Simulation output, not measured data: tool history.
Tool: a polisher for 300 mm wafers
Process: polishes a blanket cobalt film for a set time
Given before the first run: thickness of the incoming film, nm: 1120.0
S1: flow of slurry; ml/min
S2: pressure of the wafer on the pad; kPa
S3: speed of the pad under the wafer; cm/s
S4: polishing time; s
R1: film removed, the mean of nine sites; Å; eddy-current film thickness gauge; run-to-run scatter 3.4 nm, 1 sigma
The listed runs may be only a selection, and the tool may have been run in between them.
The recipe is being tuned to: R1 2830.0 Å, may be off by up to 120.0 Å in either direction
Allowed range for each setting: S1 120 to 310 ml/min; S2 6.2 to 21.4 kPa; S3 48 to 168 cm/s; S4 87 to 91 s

run,day,S1,S2,S3,S4,R1
1,0.000,200,13.8,108,87,4232.8
2,0.146,200,12.4,108,87,3758.1
3,0.212,200,15.9,108,87,4976.0
4,0.342,200,15.9,108,87,4806.8
5,0.592,200,13.8,106,87,4160.1
6,0.846,200,11.7,106,87,3567.1
7,1.079,200,11.0,106,87,3357.1
8,1.225,200,10.3,106,87,3097.4

Consider the 4 candidate settings below. Which is the only one whose results all fall within their allowed miss of target?
A,1.371,185,9.7,104,87,?
B,1.371,210,9.7,94,87,?
C,1.371,235,11.0,80,87,?
D,1.371,180,9.0,100,90,?

move,R1
A,2867.9
B,2642.7
C,2605.4
D,2651.0
A: hits every target within its allowed miss
B: takes the biggest miss from the last run beyond its target
C: takes the biggest miss from the last run beyond its target
D: takes the biggest miss from the last run beyond its target
Answer: A
